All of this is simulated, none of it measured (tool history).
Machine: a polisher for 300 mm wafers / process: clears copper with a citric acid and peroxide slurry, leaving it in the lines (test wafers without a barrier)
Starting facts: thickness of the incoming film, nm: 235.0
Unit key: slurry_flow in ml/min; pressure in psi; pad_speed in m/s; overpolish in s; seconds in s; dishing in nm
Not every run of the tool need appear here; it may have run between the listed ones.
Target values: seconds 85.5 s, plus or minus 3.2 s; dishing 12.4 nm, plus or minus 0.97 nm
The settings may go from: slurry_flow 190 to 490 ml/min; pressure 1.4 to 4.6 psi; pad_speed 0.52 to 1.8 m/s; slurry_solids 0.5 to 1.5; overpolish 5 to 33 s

run  hour  slurry_flow  pressure  pad_speed  slurry_solids  overpolish  seconds  dishing
  1     0          315         3       1.16              1          17   87.025   27.198
  2   3.4          385         3       1.16              1          17   87.592   27.513
  3  10.2          385         3       1.16           1.15          17   83.586   29.692
  4  17.1          385         3       1.16           1.15          20   82.784   31.716
  5    26          385       3.7       1.16           1.15          20   68.901   37.723
  6  34.9          335       3.4       1.22              1          16   75.545   30.485
  7  40.2          300       3.2       1.28            0.9          13   77.776   25.548
  8  46.3          275       2.9       1.36            0.8          11   82.201   21.076
  9  47.7          255       2.6       1.46           0.75          10    89.21   19.102
 10  53.7          240       2.6        1.5            0.7           9   88.518   16.396
 11  61.1          225       2.8       1.54           0.55           5   84.666   10.695

Of the 5 settings listed for the next run, only one would bring every result within its allowed miss of target. Which one?
  A  68.5          215       2.5       1.54           0.55           8        ?        ?
  B  68.5          325       2.7        1.4           0.55           8        ?        ?
  C  68.5          210       2.9       1.48            0.6           8        ?        ?
  D  68.5          200       2.8        1.5            0.6           6        ?        ?
  E  68.5          220       2.6        1.5            0.6           8        ?        ?

move  seconds  dishing
   A    94.61   14.932
   B   91.445   15.407
   C   84.077   16.583
   D   86.576   12.571
   E   91.677   15.358
A: takes the result that was furthest off past its target
B: takes the result that was furthest off past its target
C: takes the result that was furthest off past its target
D: all results in spec
E: takes the result that was furthest off past its target
Answer: D
